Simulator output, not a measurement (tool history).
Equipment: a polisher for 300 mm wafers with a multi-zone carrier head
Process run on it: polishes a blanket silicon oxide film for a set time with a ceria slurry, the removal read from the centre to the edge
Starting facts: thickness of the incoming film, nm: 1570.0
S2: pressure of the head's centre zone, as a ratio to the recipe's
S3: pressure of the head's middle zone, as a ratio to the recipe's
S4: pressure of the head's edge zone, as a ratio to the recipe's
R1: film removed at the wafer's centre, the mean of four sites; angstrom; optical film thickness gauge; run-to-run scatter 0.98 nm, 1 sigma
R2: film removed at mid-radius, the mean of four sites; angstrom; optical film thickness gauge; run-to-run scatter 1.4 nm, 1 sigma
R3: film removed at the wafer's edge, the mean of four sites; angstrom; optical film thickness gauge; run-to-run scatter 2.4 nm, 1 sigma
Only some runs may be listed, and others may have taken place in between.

run 1 hour=0 | flow_of_slurry_(ml/min)=155 S2=1 S3=1 S4=1 polishing_time_(s)=51 | R1=2414.9 R2=2485 R3=2511.8
run 2 hour=1.7 | flow_of_slurry_(ml/min)=155 S2=1 S3=1 S4=1 polishing_time_(s)=57 | R1=2706.7 R2=2691 R3=2739.1
run 3 hour=7.1 | flow_of_slurry_(ml/min)=155 S2=0.92 S3=1 S4=1 polishing_time_(s)=57 | R1=2513.8 R2=2729 R3=2807
run 4 hour=15.5 | flow_of_slurry_(ml/min)=190 S2=0.92 S3=1 S4=1 polishing_time_(s)=57 | R1=2544.1 R2=2797.8 R3=2831.4
run 5 hour=23.8 | flow_of_slurry_(ml/min)=190 S2=0.92 S3=1 S4=0.97 polishing_time_(s)=57 | R1=2565.3 R2=2820.8 R3=2733.1
run 6 hour=26.6 | flow_of_slurry_(ml/min)=185 S2=0.89 S3=0.98 S4=0.96 polishing_time_(s)=51 | R1=2200 R2=2476.3 R3=2518.3
run 7 hour=31.8 | flow_of_slurry_(ml/min)=185 S2=0.88 S3=0.97 S4=0.93 polishing_time_(s)=45 | R1=1923.9 R2=2166.9 R3=2155.9

Run 8, settings as shown, results not yet in. Your forecast:
run 8 hour=37.4 | flow_of_slurry_(ml/min)=175 S2=0.86 S3=0.96 S4=0.92 polishing_time_(s)=42 | R1=? R2=? R3=?

Logged for run 8: R1 1735.4 angstrom, R2 1957.3 angstrom, R3 1990.8 angstrom.

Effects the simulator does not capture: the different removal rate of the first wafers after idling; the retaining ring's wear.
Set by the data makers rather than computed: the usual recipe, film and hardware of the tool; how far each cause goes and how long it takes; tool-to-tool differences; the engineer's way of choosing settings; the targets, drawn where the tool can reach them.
